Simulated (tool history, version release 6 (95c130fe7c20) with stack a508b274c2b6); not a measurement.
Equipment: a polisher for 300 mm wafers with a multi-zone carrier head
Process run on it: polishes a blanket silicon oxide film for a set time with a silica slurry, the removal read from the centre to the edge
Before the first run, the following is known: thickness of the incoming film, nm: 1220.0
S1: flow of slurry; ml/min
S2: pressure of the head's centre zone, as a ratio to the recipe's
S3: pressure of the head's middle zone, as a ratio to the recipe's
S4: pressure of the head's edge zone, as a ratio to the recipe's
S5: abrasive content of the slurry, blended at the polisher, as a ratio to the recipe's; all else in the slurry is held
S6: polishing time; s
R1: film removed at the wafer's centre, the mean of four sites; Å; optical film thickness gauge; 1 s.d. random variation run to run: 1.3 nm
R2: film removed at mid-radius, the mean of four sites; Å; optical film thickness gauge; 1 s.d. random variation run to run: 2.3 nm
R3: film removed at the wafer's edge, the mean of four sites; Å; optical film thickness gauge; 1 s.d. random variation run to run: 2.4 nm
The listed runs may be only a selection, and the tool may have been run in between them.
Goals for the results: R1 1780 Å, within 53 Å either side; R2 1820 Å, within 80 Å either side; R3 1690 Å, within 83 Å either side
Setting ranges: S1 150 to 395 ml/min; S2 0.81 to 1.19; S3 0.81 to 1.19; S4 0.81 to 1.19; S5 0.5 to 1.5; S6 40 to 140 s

run    day   S1    S2    S3    S4    S5  S6      R1      R2      R3
  1      0  250     1     1     1     1  90  2106.1  2015.3  2031.8
  2  0.317  245  0.98     1  0.96  0.95  90  2004.2    1998  1927.4
  3    0.6  240  0.97  0.98  0.93   0.9  90  1942.6  1890.6  1883.6
  4  0.729  235  0.96  0.99   0.9  0.85  90  1863.3  1840.5  1860.5
  5  0.838  250  0.98  1.02  0.89   0.8  89  1836.7  1874.3    1745
  6  1.079  250  0.98  1.02  0.88   0.8  89  1862.9  1867.2  1768.1
  7  1.238  250  0.98  1.02  0.87   0.8  89  1844.5  1908.2  1702.1
  8  1.258  245  0.98  1.01  0.87   0.8  89  1842.8  1874.3  1726.2

Of the 5 settings listed for the next run, only one would bring every result within its allowed miss of target. Which one?
  A  1.279  160  1.16  0.94   0.9   0.6  100   ?   ?   ?
  B  1.279  300  1.08  1.04  0.93   0.9   80   ?   ?   ?
  C  1.279  265  0.95  1.06  0.84   0.8   91   ?   ?   ?
  D  1.279  195     1  0.97  0.85   0.9   88   ?   ?   ?
  E  1.279  190  0.97  1.03  0.85  0.55  102   ?   ?   ?

move      R1      R2      R3
   A  2102.9  1711.4    1732
   B  1943.8  1841.1    1713
   C  1837.3  2015.8  1767.9
   D  1909.5  1850.9    1771
   E  1754.4  1844.5    1677
A: its largest miss is bigger than the last run's
B: its largest miss is bigger than the last run's
C: its largest miss is bigger than the last run's
D: its largest miss is bigger than the last run's
E: hits every target within its allowed miss
E meets every target.
